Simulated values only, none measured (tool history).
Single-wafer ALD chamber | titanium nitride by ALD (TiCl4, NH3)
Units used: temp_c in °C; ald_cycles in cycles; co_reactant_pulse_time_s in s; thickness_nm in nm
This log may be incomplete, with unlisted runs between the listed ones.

run	day	temp_c	ald_cycles	co_reactant_pulse_time_s	thickness_nm
1	0.000	400	47	1.76	0.99321
2	0.217	400	45	1.76	0.94915
3	0.546	398	45	1.59	0.94393
4	0.900	406	45	1.59	0.95149
5	1.246	406	47	1.59	0.99913
6	1.375	406	47	1.59	0.99510
7	1.738	403	47	1.47	0.98289
8	1.929	402	47	1.40	0.97992
9	1.979	401	47	1.33	0.98570

Run 10, settings as shown, results not yet in. Your forecast:
10	2.317	389	45	0.77	?

{"run 10": {"thickness_nm": 0.88185}}
